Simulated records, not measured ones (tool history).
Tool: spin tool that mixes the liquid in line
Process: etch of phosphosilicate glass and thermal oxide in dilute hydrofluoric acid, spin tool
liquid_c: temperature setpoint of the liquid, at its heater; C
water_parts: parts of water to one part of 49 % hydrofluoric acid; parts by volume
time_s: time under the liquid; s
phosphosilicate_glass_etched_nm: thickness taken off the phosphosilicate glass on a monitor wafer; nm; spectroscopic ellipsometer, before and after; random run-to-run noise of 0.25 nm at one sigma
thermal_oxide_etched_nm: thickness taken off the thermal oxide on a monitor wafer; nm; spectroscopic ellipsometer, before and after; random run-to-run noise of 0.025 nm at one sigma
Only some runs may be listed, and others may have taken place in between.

| run | hour | liquid_c | water_parts | time_s | phosphosilicate_glass_etched_nm | thermal_oxide_etched_nm |
|---|---|---|---|---|---|---|
| 1 | 0 | 21 | 80 | 50 | 35.204 | 2.5394 |
| 2 | 8 | 21 | 80 | 30 | 21.208 | 1.5213 |
| 3 | 15.1 | 22 | 80 | 30 | 21.776 | 1.5797 |
| 4 | 23.7 | 24 | 80 | 30 | 23.781 | 1.7295 |
| 5 | 27.5 | 24 | 90 | 30 | 21.047 | 1.5132 |
| 6 | 32.6 | 24 | 90 | 20 | 14.007 | 0.99469 |
| 7 | 40 | 25 | 85 | 20 | 15.636 | 1.1061 |
| 8 | 44.2 | 25.5 | 75 | 20 | 17.929 | 1.2923 |

Predict the results of run 9:
| 9 | 49.7 | 26 | 70 | 20 | ? | ? |

For run 9 the tool returned phosphosilicate_glass_etched_nm 19.798 nm, thermal_oxide_etched_nm 1.4321 nm.

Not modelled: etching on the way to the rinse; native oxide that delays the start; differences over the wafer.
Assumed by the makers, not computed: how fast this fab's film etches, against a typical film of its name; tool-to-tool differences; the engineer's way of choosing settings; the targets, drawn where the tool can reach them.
